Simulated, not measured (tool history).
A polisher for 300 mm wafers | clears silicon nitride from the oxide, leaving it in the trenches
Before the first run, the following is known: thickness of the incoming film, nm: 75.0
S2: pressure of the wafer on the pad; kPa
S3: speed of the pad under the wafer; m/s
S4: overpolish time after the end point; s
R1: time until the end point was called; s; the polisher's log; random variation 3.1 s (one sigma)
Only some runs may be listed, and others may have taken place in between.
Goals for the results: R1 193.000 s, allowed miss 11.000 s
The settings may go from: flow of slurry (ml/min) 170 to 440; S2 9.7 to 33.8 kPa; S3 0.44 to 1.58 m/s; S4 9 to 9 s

run 1 hour=0.0 | flow_of_slurry_(ml/min)=280 S2=21.4 S3=1.00 S4=9 | R1=83.357
run 2 hour=2.8 | flow_of_slurry_(ml/min)=280 S2=26.9 S3=1.00 S4=9 | R1=66.752
run 3 hour=5.2 | flow_of_slurry_(ml/min)=280 S2=24.1 S3=0.94 S4=9 | R1=80.447
run 4 hour=7.5 | flow_of_slurry_(ml/min)=240 S2=24.1 S3=0.94 S4=9 | R1=81.872
run 5 hour=14.6 | flow_of_slurry_(ml/min)=240 S2=22.1 S3=0.90 S4=9 | R1=90.442
run 6 hour=20.2 | flow_of_slurry_(ml/min)=240 S2=20.0 S3=0.84 S4=9 | R1=109.060
run 7 hour=29.0 | flow_of_slurry_(ml/min)=240 S2=13.8 S3=0.78 S4=9 | R1=168.670
run 8 hour=32.7 | flow_of_slurry_(ml/min)=240 S2=13.1 S3=0.78 S4=9 | R1=175.780

4 next moves are on the table. One of them brings every result within its allowed miss. Which?
run A hour=36.4 | flow_of_slurry_(ml/min)=250 S2=14.5 S3=0.90 S4=9 | R1=?
run B hour=36.4 | flow_of_slurry_(ml/min)=205 S2=9.7 S3=0.86 S4=9 | R1=?
run C hour=36.4 | flow_of_slurry_(ml/min)=270 S2=15.9 S3=0.64 S4=9 | R1=?
run D hour=36.4 | flow_of_slurry_(ml/min)=310 S2=13.1 S3=0.70 S4=9 | R1=?

move=A R1=136.370
move=B R1=213.580
move=C R1=172.170
move=D R1=187.460
A: the biggest miss grows against the last run
B: takes the result that was furthest off past its target
C: the biggest miss grows against the last run
D: meets every target
Correct choice: D, which meets every target
